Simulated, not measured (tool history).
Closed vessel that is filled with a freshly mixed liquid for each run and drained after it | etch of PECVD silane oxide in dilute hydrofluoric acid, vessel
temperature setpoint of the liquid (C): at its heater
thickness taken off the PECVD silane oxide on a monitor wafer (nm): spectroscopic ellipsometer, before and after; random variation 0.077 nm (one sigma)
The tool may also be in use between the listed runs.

run	day	temperature setpoint of the liquid (C)	parts of water to one part of 49 % hydrofluoric acid (parts by volume)	time in the liquid (s)	thickness taken off the PECVD silane oxide on a monitor wafer (nm)
1	0.000	22.0	225	60	5.5033
2	0.146	25.0	225	60	6.2014
3	0.262	25.5	220	60	6.4079
4	0.612	26.0	215	60	6.7175
5	0.729	26.5	210	60	6.9875
6	1.046	23.0	210	60	6.2278
7	1.279	23.5	205	60	6.6389
8	1.642	24.0	205	60	6.6052
9	1.925	24.5	200	60	7.0349
10	1.971	25.0	200	60	7.1127
11	2.029	25.5	200	60	7.2107

Run 12 comes next. What will it give?
12	2.212	26.0	200	60	?

Run 12 gave thickness taken off the PECVD silane oxide on a monitor wafer (nm) 7.4405.
